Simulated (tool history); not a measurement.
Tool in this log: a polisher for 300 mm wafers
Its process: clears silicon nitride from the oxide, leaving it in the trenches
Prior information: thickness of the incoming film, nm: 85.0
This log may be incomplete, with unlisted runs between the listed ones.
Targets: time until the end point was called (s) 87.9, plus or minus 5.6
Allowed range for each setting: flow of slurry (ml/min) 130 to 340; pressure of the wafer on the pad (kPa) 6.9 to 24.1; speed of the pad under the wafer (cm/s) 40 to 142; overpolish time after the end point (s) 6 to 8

| run | day | flow of slurry (ml/min) | pressure of the wafer on the pad (kPa) | speed of the pad under the wafer (cm/s) | overpolish time after the end point (s) | time until the end point was called (s) |
|---|---|---|---|---|---|---|
| 1 | 0 | 220 | 15.2 | 90 | 8 | 155.44 |
| 2 | 0.362 | 220 | 12.4 | 90 | 8 | 185.79 |
| 3 | 0.596 | 220 | 12.4 | 102 | 8 | 170.52 |
| 4 | 0.725 | 220 | 9 | 102 | 8 | 229.22 |
| 5 | 1.008 | 220 | 9 | 102 | 6 | 222.36 |
| 6 | 1.362 | 270 | 9 | 102 | 6 | 220.21 |
| 7 | 1.629 | 270 | 12.4 | 104 | 6 | 160.1 |
| 8 | 1.783 | 270 | 14.5 | 106 | 6 | 133.59 |
| 9 | 1.808 | 270 | 18.6 | 110 | 6 | 100.73 |
| 10 | 2.05 | 270 | 19.3 | 110 | 6 | 100.35 |

5 next moves are on the table. One of them brings every result within its allowed miss. Which?
| A | 2.292 | 255 | 16.5 | 114 | 8 | ? |
| B | 2.292 | 295 | 21.4 | 126 | 6 | ? |
| C | 2.292 | 340 | 24.1 | 106 | 6 | ? |
| D | 2.292 | 225 | 22.1 | 126 | 6 | ? |
| E | 2.292 | 255 | 20.7 | 112 | 8 | ? |

| move | time until the end point was called (s) |
|---|---|
| A | 110.44 |
| B | 76.847 |
| C | 79.767 |
| D | 76.786 |
| E | 90.389 |
A: the biggest miss grows against the last run
B: moves the result that the last run missed by most past its target, out the other side
C: moves the result that the last run missed by most past its target, out the other side
D: moves the result that the last run missed by most past its target, out the other side
E: in spec on every target
The right move is E.

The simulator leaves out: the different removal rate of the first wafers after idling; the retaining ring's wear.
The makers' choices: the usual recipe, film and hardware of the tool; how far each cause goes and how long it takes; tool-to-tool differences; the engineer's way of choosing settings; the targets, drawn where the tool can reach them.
